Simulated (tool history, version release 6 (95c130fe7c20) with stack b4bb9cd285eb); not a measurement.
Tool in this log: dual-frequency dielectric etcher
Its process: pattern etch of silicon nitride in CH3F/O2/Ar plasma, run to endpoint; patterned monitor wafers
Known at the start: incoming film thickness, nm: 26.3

{"run": 1, "day": 0.0, "source power (kW)": 0.49, "bias power (kW)": 0.071, "endpoint time (s)": 33.715}
{"run": 2, "day": 0.138, "source power (kW)": 0.49, "bias power (kW)": 0.079, "endpoint time (s)": 32.091}
{"run": 3, "day": 0.196, "source power (kW)": 0.44, "bias power (kW)": 0.079, "endpoint time (s)": 33.097}
{"run": 4, "day": 0.288, "source power (kW)": 0.42, "bias power (kW)": 0.076, "endpoint time (s)": 33.922}
{"run": 5, "day": 0.338, "source power (kW)": 0.42, "bias power (kW)": 0.082, "endpoint time (s)": 32.843}
{"run": 6, "day": 0.546, "source power (kW)": 0.4, "bias power (kW)": 0.078, "endpoint time (s)": 34.141}
{"run": 7, "day": 0.742, "source power (kW)": 0.38, "bias power (kW)": 0.075, "endpoint time (s)": 35.073}

For run 8, what comes out?
{"run": 8, "day": 0.892, "source power (kW)": 0.37, "bias power (kW)": 0.073, "endpoint time (s)": "?"}

{"run 8": {"endpoint time (s)": 35.775}}

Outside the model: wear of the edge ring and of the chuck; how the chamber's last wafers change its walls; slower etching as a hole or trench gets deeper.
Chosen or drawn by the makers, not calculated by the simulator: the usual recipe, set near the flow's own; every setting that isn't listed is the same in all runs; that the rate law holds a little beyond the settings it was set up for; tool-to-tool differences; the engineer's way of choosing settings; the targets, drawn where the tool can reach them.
